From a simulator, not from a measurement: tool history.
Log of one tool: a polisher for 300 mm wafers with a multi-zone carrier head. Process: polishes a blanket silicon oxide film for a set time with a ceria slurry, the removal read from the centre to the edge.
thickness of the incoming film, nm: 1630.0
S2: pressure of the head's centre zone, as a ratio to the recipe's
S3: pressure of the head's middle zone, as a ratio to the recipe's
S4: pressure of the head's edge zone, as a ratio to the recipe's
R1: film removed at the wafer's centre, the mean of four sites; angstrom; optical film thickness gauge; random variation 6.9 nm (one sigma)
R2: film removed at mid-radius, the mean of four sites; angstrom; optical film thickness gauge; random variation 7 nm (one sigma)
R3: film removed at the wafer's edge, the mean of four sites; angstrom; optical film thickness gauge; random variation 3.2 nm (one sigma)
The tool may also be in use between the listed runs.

Run 1, day 0.000: flow of slurry (ml/min) 185, S2 1.00, S3 1.00, S4 1.00, polishing time (s) 78. Result: R1 4391.3 angstrom, R2 4360.1 angstrom, R3 4078.0 angstrom.
Run 2, day 0.025: flow of slurry (ml/min) 185, S2 0.97, S3 1.00, S4 1.00, polishing time (s) 78. Result: R1 4334.8 angstrom, R2 4330.3 angstrom, R3 4080.8 angstrom.
Run 3, day 0.150: flow of slurry (ml/min) 185, S2 0.97, S3 1.06, S4 1.00, polishing time (s) 78. Result: R1 4354.5 angstrom, R2 4616.9 angstrom, R3 4063.0 angstrom.
Run 4, day 0.425: flow of slurry (ml/min) 185, S2 0.90, S3 1.06, S4 1.00, polishing time (s) 78. Result: R1 4235.1 angstrom, R2 4494.6 angstrom, R3 4071.6 angstrom.
Run 5, day 0.775: flow of slurry (ml/min) 200, S2 0.94, S3 1.03, S4 1.03, polishing time (s) 80. Result: R1 4489.6 angstrom, R2 4666.7 angstrom, R3 4267.1 angstrom.
Run 6, day 1.033: flow of slurry (ml/min) 200, S2 0.94, S3 1.03, S4 1.03, polishing time (s) 97. Result: R1 5408.0 angstrom, R2 5605.7 angstrom, R3 5181.9 angstrom.
Run 7, day 1.067: flow of slurry (ml/min) 195, S2 0.95, S3 1.00, S4 1.02, polishing time (s) 97. Result: R1 5473.8 angstrom, R2 5325.2 angstrom, R3 5164.4 angstrom.

The next listed run, before its measurement:
Run 8, day 1.308: flow of slurry (ml/min) 190, S2 0.95, S3 0.99, S4 1.01, polishing time (s) 97. Result: R1 ?, R2 ?, R3 ?.

Run 8 gave R1 5489.5 angstrom, R2 5356.3 angstrom, R3 5092.2 angstrom.

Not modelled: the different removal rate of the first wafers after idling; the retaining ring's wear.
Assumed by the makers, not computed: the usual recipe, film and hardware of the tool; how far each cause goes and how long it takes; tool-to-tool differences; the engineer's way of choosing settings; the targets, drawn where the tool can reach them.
